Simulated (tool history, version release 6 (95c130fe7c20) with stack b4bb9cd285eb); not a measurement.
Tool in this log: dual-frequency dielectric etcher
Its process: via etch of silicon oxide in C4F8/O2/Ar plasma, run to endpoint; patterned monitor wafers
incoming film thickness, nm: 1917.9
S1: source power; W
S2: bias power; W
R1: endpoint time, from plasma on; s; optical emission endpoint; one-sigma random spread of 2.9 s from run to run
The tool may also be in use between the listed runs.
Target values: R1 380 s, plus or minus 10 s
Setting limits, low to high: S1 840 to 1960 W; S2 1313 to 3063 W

| run | hour | S1 | S2 | R1 |
|---|---|---|---|---|
| 1 | 0 | 1400 | 2188 | 439.75 |
| 2 | 4.6 | 1400 | 2026 | 451.76 |
| 3 | 6.8 | 1180 | 2026 | 481.85 |
| 4 | 12.7 | 1180 | 2353 | 462.06 |
| 5 | 20.9 | 1350 | 2442 | 424.55 |
| 6 | 22.6 | 1520 | 2442 | 407.57 |
| 7 | 25 | 1520 | 2442 | 409.04 |
| 8 | 31.1 | 1590 | 2477 | 396.9 |

Of the 5 settings listed for the next run, only one would bring every result within its allowed miss of target. Which one?
| A | 37.2 | 1450 | 2135 | ? |
| B | 37.2 | 1580 | 2310 | ? |
| C | 37.2 | 1400 | 2348 | ? |
| D | 37.2 | 1410 | 2425 | ? |
| E | 37.2 | 1960 | 2051 | ? |

| move | R1 |
|---|---|
| A | 436.1 |
| B | 410.47 |
| C | 430.36 |
| D | 424.86 |
| E | 387.49 |
A: further off than the last run
B: further off than the last run
C: further off than the last run
D: further off than the last run
E: meets every target
Correct choice: E, which meets every target
